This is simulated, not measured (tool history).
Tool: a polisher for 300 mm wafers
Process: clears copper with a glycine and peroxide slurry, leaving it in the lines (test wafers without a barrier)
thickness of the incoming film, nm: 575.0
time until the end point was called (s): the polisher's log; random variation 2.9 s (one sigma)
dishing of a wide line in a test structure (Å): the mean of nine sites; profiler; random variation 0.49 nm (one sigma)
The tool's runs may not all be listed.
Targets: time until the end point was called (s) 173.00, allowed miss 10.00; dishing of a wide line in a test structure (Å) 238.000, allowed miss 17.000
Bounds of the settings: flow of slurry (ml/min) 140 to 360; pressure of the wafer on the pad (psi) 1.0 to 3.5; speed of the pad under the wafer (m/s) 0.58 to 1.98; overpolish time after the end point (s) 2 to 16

run    day  flow of slurry (ml/min)  pressure of the wafer on the pad (psi)  speed of the pad under the wafer (m/s)  overpolish time after the end point (s)  time until the end point was called (s)  dishing of a wide line in a test structure (Å)
  1  0.000                      230                                     2.2                                    1.28                                        8                                   111.63                                         287.870
  2  0.296                      230                                     2.1                                    1.28                                        8                                   118.09                                         271.370
  3  0.338                      230                                     2.1                                    1.28                                        5                                   118.89                                         185.570
  4  0.392                      230                                     1.7                                    1.28                                        5                                   141.99                                         155.110
  5  0.508                      230                                     1.7                                    1.28                                        2                                   139.95                                          63.980
  6  0.633                      230                                     1.7                                    1.26                                        3                                   139.45                                          93.986
  7  0.962                      230                                     1.7                                    1.22                                        4                                   147.00                                         122.000
  8  1.238                      230                                     1.7                                    1.16                                        4                                   149.47                                         121.860
  9  1.300                      225                                     1.4                                    1.02                                        8                                   188.65                                         179.670
 10  1.438                      225                                     1.5                                    1.00                                        9                                   181.13                                         210.300
 11  1.517                      225                                     1.6                                    1.00                                        9                                   172.93                                         217.150

Which of these 5 next moves meets every target?
  A  1.596                      255                                     1.7                                    0.98                                        8                                        ?                                               ?
  B  1.596                      210                                     1.3                                    1.30                                       10                                        ?                                               ?
  C  1.596                      235                                     1.8                                    0.94                                        7                                        ?                                               ?
  D  1.596                      245                                     1.5                                    1.08                                        8                                        ?                                               ?
  E  1.596                      180                                     2.1                                    0.86                                        8                                        ?                                               ?

move  time until the end point was called (s)  dishing of a wide line in a test structure (Å)
   A                                   163.63                                         208.180
   B                                   170.82                                         241.200
   C                                   162.53                                         185.860
   D                                   169.65                                         200.630
   E                                   159.05                                         214.950
A: further off than the last run
B: meets every target
C: further off than the last run
D: further off than the last run
E: further off than the last run
Answer: B
